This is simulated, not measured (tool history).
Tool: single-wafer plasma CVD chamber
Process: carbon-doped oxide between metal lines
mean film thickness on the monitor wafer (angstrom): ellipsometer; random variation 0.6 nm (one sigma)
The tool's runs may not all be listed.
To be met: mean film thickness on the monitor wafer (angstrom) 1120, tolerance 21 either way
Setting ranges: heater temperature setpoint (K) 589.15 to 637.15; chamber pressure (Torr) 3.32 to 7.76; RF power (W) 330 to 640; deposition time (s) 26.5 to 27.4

run,day,heater temperature setpoint (K),chamber pressure (Torr),RF power (W),deposition time (s),mean film thickness on the monitor wafer (angstrom)
1,0,613.15,5.54,485,26.5,1467.1
2,0.096,623.15,5.54,485,26.5,1407.7
3,0.154,618.15,5.54,485,26.5,1439.3
4,0.283,618.15,6.49,485,26.5,1461.1
5,0.429,618.15,6.49,485,26.5,1458.3
6,0.771,618.15,5.86,485,26.5,1444
7,1.079,623.15,5.64,440,26.5,1261.2
8,1.212,623.15,5.64,440,26.5,1257.2

Consider the 5 candidate settings below. Which is the only one whose results all fall within their allowed miss of target?
A,1.346,619.15,5.32,455,27.4,?
B,1.346,621.15,5.47,385,27.3,?
C,1.346,628.15,6.42,455,27.1,?
D,1.346,626.15,5.3,470,27.4,?
E,1.346,637.15,5.79,430,26.5,?

move,mean film thickness on the monitor wafer (angstrom)
A,1383
B,1116.5
C,1349.2
D,1402.1
E,1197.2
A: lands further from the targets than the last run did
B: each result inside its tolerance
C: lands further from the targets than the last run did
D: lands further from the targets than the last run did
E: closer than the last run, but not yet in spec
B meets every target.
